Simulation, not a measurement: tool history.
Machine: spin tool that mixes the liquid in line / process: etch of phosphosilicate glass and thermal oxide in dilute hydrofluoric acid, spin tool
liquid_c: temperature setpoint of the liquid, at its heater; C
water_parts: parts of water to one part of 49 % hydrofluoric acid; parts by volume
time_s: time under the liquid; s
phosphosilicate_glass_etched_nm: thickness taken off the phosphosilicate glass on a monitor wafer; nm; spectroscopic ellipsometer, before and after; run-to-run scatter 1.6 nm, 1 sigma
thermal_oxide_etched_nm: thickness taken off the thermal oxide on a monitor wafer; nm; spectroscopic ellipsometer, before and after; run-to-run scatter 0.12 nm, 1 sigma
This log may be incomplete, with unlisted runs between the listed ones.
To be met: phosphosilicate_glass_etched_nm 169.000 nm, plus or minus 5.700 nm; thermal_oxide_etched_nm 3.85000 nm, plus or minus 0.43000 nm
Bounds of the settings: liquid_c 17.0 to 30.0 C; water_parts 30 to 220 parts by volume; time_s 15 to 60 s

| run | hour | liquid_c | water_parts | time_s | phosphosilicate_glass_etched_nm | thermal_oxide_etched_nm |
|---|---|---|---|---|---|---|
| 1 | 0.0 | 22.0 | 125 | 30 | 39.861 | 0.85970 |
| 2 | 3.5 | 22.0 | 160 | 30 | 30.431 | 0.69837 |
| 3 | 5.8 | 24.5 | 120 | 35 | 55.299 | 1.22050 |
| 4 | 13.3 | 26.0 | 120 | 35 | 57.699 | 1.39000 |
| 5 | 20.4 | 27.0 | 90 | 35 | 84.010 | 1.87260 |
| 6 | 27.9 | 28.0 | 75 | 35 | 105.320 | 2.43690 |
| 7 | 29.3 | 28.5 | 60 | 35 | 137.770 | 3.15410 |
|  | 33.3 | thermometer replaced |
| 8 | 33.3 | 30.0 | 50 | 35 | 189.800 | 4.24620 |
| 9 | 37.9 | 29.5 | 50 | 35 | 185.930 | 4.21490 |
| 10 | 46.4 | 29.0 | 50 | 35 | 184.070 | 4.17140 |
| 11 | 48.4 | 28.5 | 50 | 35 | 176.600 | 4.23580 |
| 12 | 55.8 | 29.0 | 50 | 35 | 181.140 | 4.27660 |
| 13 | 56.5 | 28.5 | 55 | 35 | 161.350 | 3.50280 |
| 14 | 59.8 | 28.5 | 55 | 35 | 160.870 | 3.54200 |

Pick the move, out of 4, that brings all results within their allowed miss; only one does.
| A | 63.1 | 26.5 | 55 | 40 | ? | ? |
| B | 63.1 | 29.5 | 60 | 35 | ? | ? |
| C | 63.1 | 28.5 | 60 | 35 | ? | ? |
| D | 63.1 | 28.0 | 65 | 40 | ? | ? |

| move | phosphosilicate_glass_etched_nm | thermal_oxide_etched_nm |
|---|---|---|
| A | 168.000 | 3.84050 |
| B | 150.660 | 3.44400 |
| C | 144.870 | 3.31170 |
| D | 148.770 | 3.40090 |
A: hits every target within its allowed miss
B: moves away from the targets compared with the last run
C: moves away from the targets compared with the last run
D: moves away from the targets compared with the last run
Correct choice: A, which meets every target

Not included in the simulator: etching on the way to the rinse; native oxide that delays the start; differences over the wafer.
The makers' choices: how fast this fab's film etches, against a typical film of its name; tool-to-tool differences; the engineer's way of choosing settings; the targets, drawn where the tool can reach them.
